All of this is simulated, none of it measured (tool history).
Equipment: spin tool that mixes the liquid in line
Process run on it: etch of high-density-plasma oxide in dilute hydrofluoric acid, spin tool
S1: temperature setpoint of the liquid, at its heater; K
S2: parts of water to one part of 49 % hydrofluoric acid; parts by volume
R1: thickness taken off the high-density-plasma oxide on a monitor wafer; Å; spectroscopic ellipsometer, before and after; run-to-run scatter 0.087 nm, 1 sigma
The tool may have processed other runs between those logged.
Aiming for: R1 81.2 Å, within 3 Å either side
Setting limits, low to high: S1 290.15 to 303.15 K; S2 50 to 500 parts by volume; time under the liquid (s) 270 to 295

{"run": 1, "day": 0.0, "S1": 295.15, "S2": 275, "time under the liquid (s)": 270, "R1": 39.416}
{"run": 2, "day": 0.267, "S1": 297.15, "S2": 275, "time under the liquid (s)": 270, "R1": 42.489}
{"run": 3, "day": 0.479, "S1": 298.15, "S2": 250, "time under the liquid (s)": 270, "R1": 49.983}
{"run": 4, "day": 0.833, "S1": 299.15, "S2": 235, "time under the liquid (s)": 270, "R1": 56.809}
{"run": 5, "day": 0.95, "S1": 299.15, "S2": 235, "time under the liquid (s)": 270, "R1": 56.27}
{"run": 6, "day": 1.283, "S1": 299.15, "S2": 235, "time under the liquid (s)": 270, "R1": 55.626}
{"run": 7, "day": 1.538, "S1": 300.15, "S2": 220, "time under the liquid (s)": 270, "R1": 62.373}
{"run": 8, "day": 1.696, "S1": 300.65, "S2": 210, "time under the liquid (s)": 270, "R1": 67.839}
{"run": 9, "day": 1.871, "S1": 301.15, "S2": 205, "time under the liquid (s)": 270, "R1": 71.789}

Exercise: of the 4 proposed moves below, exactly one satisfies all targets within the stated allowed misses. Which move is it?
{"run": "A", "day": 2.046, "S1": 301.15, "S2": 220, "time under the liquid (s)": 280, "R1": "?"}
{"run": "B", "day": 2.046, "S1": 301.65, "S2": 230, "time under the liquid (s)": 295, "R1": "?"}
{"run": "C", "day": 2.046, "S1": 299.65, "S2": 165, "time under the liquid (s)": 270, "R1": "?"}
{"run": "D", "day": 2.046, "S1": 298.65, "S2": 170, "time under the liquid (s)": 270, "R1": "?"}

move=A R1=69.012
move=B R1=69.955
move=C R1=89.659
move=D R1=83.373
A: further off than the last run
B: further off than the last run
C: carries the result that was furthest off beyond its target, to the other side
D: hits every target within its allowed miss
D is the move that brings every result within its allowed miss.

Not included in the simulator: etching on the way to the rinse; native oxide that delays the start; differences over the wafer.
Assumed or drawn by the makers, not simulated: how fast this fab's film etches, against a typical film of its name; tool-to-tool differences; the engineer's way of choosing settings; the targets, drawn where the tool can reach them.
